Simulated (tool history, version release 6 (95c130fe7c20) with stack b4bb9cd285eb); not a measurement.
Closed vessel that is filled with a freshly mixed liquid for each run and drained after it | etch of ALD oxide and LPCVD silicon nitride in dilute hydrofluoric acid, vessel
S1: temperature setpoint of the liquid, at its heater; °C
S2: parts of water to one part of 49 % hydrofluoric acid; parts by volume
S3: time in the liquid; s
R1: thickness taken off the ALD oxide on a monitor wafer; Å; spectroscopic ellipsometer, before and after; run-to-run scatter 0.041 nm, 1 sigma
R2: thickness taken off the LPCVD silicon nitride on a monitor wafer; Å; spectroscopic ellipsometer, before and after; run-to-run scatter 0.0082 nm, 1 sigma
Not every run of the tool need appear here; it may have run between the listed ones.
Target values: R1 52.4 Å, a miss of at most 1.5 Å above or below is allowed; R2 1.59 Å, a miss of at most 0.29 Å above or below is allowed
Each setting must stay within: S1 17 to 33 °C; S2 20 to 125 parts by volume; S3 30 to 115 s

run	hour	S1	S2	S3	R1	R2
1	0	25	70	60	155.46	5.0089
2	1.1	25	70	80	206.47	6.2958
3	3.5	25	70	55	141.98	4.3819
4	8.5	25	70	40	101.86	3.2882
5	17.2	25	80	40	89.988	2.6143
6	25.7	25	95	40	74.693	2.3002
7	26.9	23.5	100	40	66.025	2.2314
8	29.9	20	105	35	46.866	1.2856
9	30.9	20.5	105	35	48.196	1.3636
10	33.3	21	105	35	48.1	1.5802

Exactly one of the 5 candidate moves below puts every result within its allowed miss. Which one?
A	35.7	23.5	100	30	?	?
B	35.7	22	110	35	?	?
C	35.7	22	90	30	?	?
D	35.7	24	125	35	?	?
E	35.7	26	125	35	?	?

move	R1	R2
A	49.555	1.6378
B	48.899	1.5752
C	52.524	1.6442
D	45.681	1.5838
E	49.313	1.8014
A: better than the last run, though not everything is in spec
B: better than the last run, though not everything is in spec
C: meets every target
D: further off than the last run
E: better than the last run, though not everything is in spec
The right move is C.
